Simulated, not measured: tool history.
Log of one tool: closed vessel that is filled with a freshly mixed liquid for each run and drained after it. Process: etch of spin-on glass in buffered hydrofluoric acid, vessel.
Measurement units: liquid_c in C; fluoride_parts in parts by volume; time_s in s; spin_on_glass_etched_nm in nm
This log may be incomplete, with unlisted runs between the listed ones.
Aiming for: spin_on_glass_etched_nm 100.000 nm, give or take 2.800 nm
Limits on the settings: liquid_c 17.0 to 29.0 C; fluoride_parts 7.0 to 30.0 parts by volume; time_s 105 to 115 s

run,day,liquid_c,fluoride_parts,time_s,spin_on_glass_etched_nm
1,0.000,21.0,19.0,105,135.370
2,0.133,20.0,19.5,105,126.010
3,0.217,20.0,14.5,105,171.090
4,0.462,20.0,14.5,115,187.370
5,0.796,18.5,14.5,115,171.470
6,0.846,20.5,14.5,115,191.730
7,1.217,19.5,17.5,115,149.470
8,1.512,18.5,18.5,115,135.110
9,1.838,18.0,19.5,115,125.000
10,2.096,17.5,20.5,115,116.200
11,2.471,17.5,21.0,115,113.040
12,2.821,17.5,21.5,115,111.980
13,3.196,17.5,22.0,115,111.830

4 next moves are on the table. One of them brings every result within its allowed miss. Which?
A,3.571,17.0,24.0,115,?
B,3.571,17.0,25.0,110,?
C,3.571,18.0,21.0,105,?
D,3.571,17.5,21.5,110,?

move,spin_on_glass_etched_nm
A,100.450
B,93.402
C,106.500
D,106.690
A: each result inside its tolerance
B: pushes the last run's worst result past its target
C: moves toward the targets from the last run without getting all of them in spec
D: moves toward the targets from the last run without getting all of them in spec
Move A is the one to make.
